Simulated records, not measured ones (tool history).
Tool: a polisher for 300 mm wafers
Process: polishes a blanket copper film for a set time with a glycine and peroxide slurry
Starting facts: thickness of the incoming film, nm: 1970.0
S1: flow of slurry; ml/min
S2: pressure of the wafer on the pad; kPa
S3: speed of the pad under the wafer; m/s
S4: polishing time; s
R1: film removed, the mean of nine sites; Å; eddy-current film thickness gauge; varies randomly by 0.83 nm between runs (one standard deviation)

Run 1, day 0.000: S1 265 ml/min, S2 15.9 kPa, S3 1.26 m/s, S4 27 s. Result: R1 1770.3 Å.
Run 2, day 0.062: S1 265 ml/min, S2 15.9 kPa, S3 1.26 m/s, S4 24 s. Result: R1 1577.4 Å.
Run 3, day 0.121: S1 265 ml/min, S2 15.2 kPa, S3 1.26 m/s, S4 24 s. Result: R1 1489.4 Å.
Run 4, day 0.221: S1 265 ml/min, S2 15.2 kPa, S3 1.26 m/s, S4 24 s. Result: R1 1508.2 Å.
Run 5, day 0.408: S1 265 ml/min, S2 11.0 kPa, S3 1.26 m/s, S4 24 s. Result: R1 1172.1 Å.
Run 6, day 0.754: S1 265 ml/min, S2 11.0 kPa, S3 1.12 m/s, S4 24 s. Result: R1 1075.5 Å.

Expected results for the next run?
Run 7, day 0.875: S1 265 ml/min, S2 11.0 kPa, S3 1.12 m/s, S4 24 s. Result: R1 ?.

Run 7 yielded R1 1071.3 Å.

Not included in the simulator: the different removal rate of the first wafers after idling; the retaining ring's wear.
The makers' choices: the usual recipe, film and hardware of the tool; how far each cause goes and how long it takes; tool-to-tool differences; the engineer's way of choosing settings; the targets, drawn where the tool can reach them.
